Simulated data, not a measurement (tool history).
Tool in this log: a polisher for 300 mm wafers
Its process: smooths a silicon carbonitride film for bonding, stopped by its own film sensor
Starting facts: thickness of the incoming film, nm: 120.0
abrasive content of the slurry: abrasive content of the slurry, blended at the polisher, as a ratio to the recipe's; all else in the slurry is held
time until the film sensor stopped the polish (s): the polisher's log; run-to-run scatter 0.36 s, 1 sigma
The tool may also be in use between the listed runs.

| run | day | flow of slurry (ml/min) | pressure of the wafer on the pad (psi) | speed of the pad under the wafer (m/s) | abrasive content of the slurry | target thickness at which the film sensor stops the polish (nm) | time until the film sensor stopped the polish (s) |
|---|---|---|---|---|---|---|---|
| 1 | 0 | 285 | 1.9 | 0.72 | 1 | 109 | 48.513 |
| 2 | 0.367 | 285 | 1.9 | 0.56 | 1 | 109 | 60.321 |
| 3 | 0.721 | 285 | 1.9 | 0.56 | 1 | 110 | 53.893 |
| 4 | 0.962 | 285 | 2.2 | 0.56 | 1 | 110 | 47.343 |
| 5 | 1.029 | 285 | 2.2 | 0.44 | 1 | 110 | 57.252 |
| 6 | 1.058 | 330 | 2.2 | 0.44 | 1 | 110 | 55.563 |
| 7 | 1.175 | 330 | 2.4 | 0.48 | 1 | 110 | 47.986 |
| 8 | 1.467 | 330 | 2.6 | 0.5 | 1 | 110 | 43.293 |

Forecast run 9:
| 9 | 1.562 | 330 | 2.7 | 0.52 | 1 | 110 | ? |

time until the film sensor stopped the polish (s): 40.959
